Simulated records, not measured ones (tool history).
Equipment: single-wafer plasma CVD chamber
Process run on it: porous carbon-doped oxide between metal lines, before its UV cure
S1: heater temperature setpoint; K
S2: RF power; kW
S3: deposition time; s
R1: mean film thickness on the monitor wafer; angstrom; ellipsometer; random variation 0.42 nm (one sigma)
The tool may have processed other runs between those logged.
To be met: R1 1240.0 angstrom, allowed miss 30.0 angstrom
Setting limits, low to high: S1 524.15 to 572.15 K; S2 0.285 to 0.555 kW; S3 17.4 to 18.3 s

| run | day | S1 | S2 | S3 | R1 |
|---|---|---|---|---|---|
| 1 | 0.000 | 548.15 | 0.420 | 18.3 | 1053.1 |
| 2 | 0.288 | 545.15 | 0.425 | 18.3 | 1078.1 |
| 3 | 0.604 | 545.15 | 0.480 | 18.3 | 1153.8 |
| 4 | 0.746 | 545.15 | 0.520 | 18.3 | 1204.7 |
| 5 | 1.112 | 545.15 | 0.520 | 18.3 | 1201.9 |
| 6 | 1.283 | 545.15 | 0.520 | 17.4 | 1146.7 |
| 7 | 1.488 | 543.15 | 0.525 | 17.4 | 1160.6 |
| 8 | 1.812 | 542.15 | 0.530 | 17.4 | 1176.2 |
| 9 | 1.925 | 541.15 | 0.535 | 17.4 | 1186.4 |
| 10 | 2.158 | 540.15 | 0.540 | 17.4 | 1200.2 |
| 11 | 2.521 | 539.15 | 0.540 | 17.4 | 1205.6 |

5 candidate next runs follow, results not yet known. Just one meets every target within its allowed miss. Identify it.
| A | 2.883 | 543.15 | 0.545 | 17.4 | ? |
| B | 2.883 | 535.15 | 0.510 | 18.1 | ? |
| C | 2.883 | 547.15 | 0.550 | 17.7 | ? |
| D | 2.883 | 536.15 | 0.555 | 18.2 | ? |
| E | 2.883 | 544.15 | 0.545 | 17.4 | ? |

| move | R1 |
|---|---|
| A | 1180.1 |
| B | 1242.6 |
| C | 1177.5 |
| D | 1297.1 |
| E | 1173.2 |
A: misses by more than the last run did
B: all results land within tolerance of their targets
C: misses by more than the last run did
D: carries the result that was furthest off beyond its target, to the other side
E: misses by more than the last run did
Answer: B
